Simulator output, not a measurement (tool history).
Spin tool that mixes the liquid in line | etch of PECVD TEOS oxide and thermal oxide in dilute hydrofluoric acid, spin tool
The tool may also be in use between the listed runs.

run	hour	temperature setpoint of the liquid (C)	parts of water to one part of 49 % hydrofluoric acid (parts by volume)	time under the liquid (s)	thickness taken off the PECVD TEOS oxide on a monitor wafer (angstrom)	thickness taken off the thermal oxide on a monitor wafer (angstrom)
1	0.0	21.0	295	105	45.410	14.473
2	6.7	21.5	295	105	47.078	15.038
3	9.6	21.5	360	105	35.861	11.413
4	10.6	23.0	360	105	37.772	11.580
5	19.4	23.5	350	105	40.179	12.214
6	25.7	24.0	340	105	42.303	12.579

Forecast run 7:
# hour 27.0: thermometer replaced
7	27.0	23.5	330	105	?	?

Run 7 produced thickness taken off the PECVD TEOS oxide on a monitor wafer (angstrom) 40.483, thickness taken off the thermal oxide on a monitor wafer (angstrom) 12.823.

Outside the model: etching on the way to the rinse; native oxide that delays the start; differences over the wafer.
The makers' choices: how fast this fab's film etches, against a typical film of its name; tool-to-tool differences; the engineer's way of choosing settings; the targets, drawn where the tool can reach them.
